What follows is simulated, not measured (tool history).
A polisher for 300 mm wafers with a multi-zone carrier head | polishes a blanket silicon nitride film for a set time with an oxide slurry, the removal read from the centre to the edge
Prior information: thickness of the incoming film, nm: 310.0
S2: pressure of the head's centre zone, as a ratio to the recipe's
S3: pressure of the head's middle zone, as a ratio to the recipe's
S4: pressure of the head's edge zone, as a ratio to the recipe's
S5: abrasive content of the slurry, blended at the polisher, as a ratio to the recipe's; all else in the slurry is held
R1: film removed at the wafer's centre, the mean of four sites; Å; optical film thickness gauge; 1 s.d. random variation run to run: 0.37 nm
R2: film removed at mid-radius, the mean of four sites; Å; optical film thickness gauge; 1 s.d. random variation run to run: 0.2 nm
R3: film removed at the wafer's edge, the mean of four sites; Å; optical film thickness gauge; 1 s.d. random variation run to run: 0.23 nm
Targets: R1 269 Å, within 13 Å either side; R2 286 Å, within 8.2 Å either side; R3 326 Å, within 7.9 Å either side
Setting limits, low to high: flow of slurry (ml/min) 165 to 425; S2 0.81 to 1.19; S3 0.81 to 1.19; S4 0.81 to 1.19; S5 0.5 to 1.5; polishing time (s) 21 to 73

run 1 hour=0 | flow_of_slurry_(ml/min)=275 S2=1 S3=1 S4=1 S5=1 polishing_time_(s)=47 | R1=286.34 R2=285.04 R3=283.58
run 2 hour=8.1 | flow_of_slurry_(ml/min)=280 S2=0.99 S3=0.99 S4=1.03 S5=1 polishing_time_(s)=47 | R1=283.45 R2=283.51 R3=286.94
run 3 hour=14.7 | flow_of_slurry_(ml/min)=280 S2=0.99 S3=0.99 S4=1.03 S5=1 polishing_time_(s)=38 | R1=229.07 R2=229.07 R3=231.06
run 4 hour=22.1 | flow_of_slurry_(ml/min)=275 S2=0.97 S3=0.98 S4=1.05 S5=1.1 polishing_time_(s)=38 | R1=234.72 R2=237.65 R3=239.73
run 5 hour=27.8 | flow_of_slurry_(ml/min)=275 S2=0.95 S3=0.96 S4=1.07 S5=1.15 polishing_time_(s)=39 | R1=237.7 R2=242.68 R3=253.76
run 6 hour=28.6 | flow_of_slurry_(ml/min)=275 S2=0.95 S3=0.88 S4=1.07 S5=1.15 polishing_time_(s)=39 | R1=236.45 R2=222.5 R3=251.17
run 7 hour=35.1 | flow_of_slurry_(ml/min)=275 S2=0.94 S3=0.88 S4=1.09 S5=1.2 polishing_time_(s)=40 | R1=243.54 R2=233.16 R3=265.06
run 8 hour=40.3 | flow_of_slurry_(ml/min)=280 S2=0.93 S3=0.88 S4=1.1 S5=1.25 polishing_time_(s)=40 | R1=245 R2=237.4 R3=271.43
run 9 hour=44.4 | flow_of_slurry_(ml/min)=285 S2=0.92 S3=0.89 S4=1.11 S5=1.3 polishing_time_(s)=40 | R1=245.69 R2=243.4 R3=276.65
run 10 hour=47.8 | flow_of_slurry_(ml/min)=285 S2=0.92 S3=0.9 S4=1.12 S5=1.35 polishing_time_(s)=40 | R1=243.05 R2=251.23 R3=280.58
run 11 hour=53.1 | flow_of_slurry_(ml/min)=285 S2=0.92 S3=0.9 S4=1.13 S5=1.35 polishing_time_(s)=41 | R1=257.52 R2=258.13 R3=289.28
run 12 hour=59.3 | flow_of_slurry_(ml/min)=285 S2=0.91 S3=0.9 S4=1.14 S5=1.35 polishing_time_(s)=41 | R1=255.62 R2=254.52 R3=285.07

Which one of the following 4 next-run settings gets every result inside its allowed miss? There is exactly one.
run A hour=65.5 | flow_of_slurry_(ml/min)=335 S2=0.84 S3=0.87 S4=1.09 S5=1 polishing_time_(s)=52 | R1=? R2=? R3=?
run B hour=65.5 | flow_of_slurry_(ml/min)=220 S2=0.96 S3=0.83 S4=1.1 S5=1.25 polishing_time_(s)=49 | R1=? R2=? R3=?
run C hour=65.5 | flow_of_slurry_(ml/min)=285 S2=0.85 S3=1.03 S4=1.06 S5=1.45 polishing_time_(s)=42 | R1=? R2=? R3=?
run D hour=65.5 | flow_of_slurry_(ml/min)=275 S2=1 S3=0.9 S4=1.16 S5=1.35 polishing_time_(s)=43 | R1=? R2=? R3=?

move=A R1=268.56 R2=286.05 R3=325.81
move=B R1=299.17 R2=269.1 R3=323.39
move=C R1=247.33 R2=299.91 R3=294.47
move=D R1=289.64 R2=266.33 R3=302.39
A: meets every target
B: brings the result that was furthest off to its target, and leaves another outside
C: closes in on the targets versus the last run, not all within tolerance yet
D: closes in on the targets versus the last run, not all within tolerance yet
Move A is the one to make.

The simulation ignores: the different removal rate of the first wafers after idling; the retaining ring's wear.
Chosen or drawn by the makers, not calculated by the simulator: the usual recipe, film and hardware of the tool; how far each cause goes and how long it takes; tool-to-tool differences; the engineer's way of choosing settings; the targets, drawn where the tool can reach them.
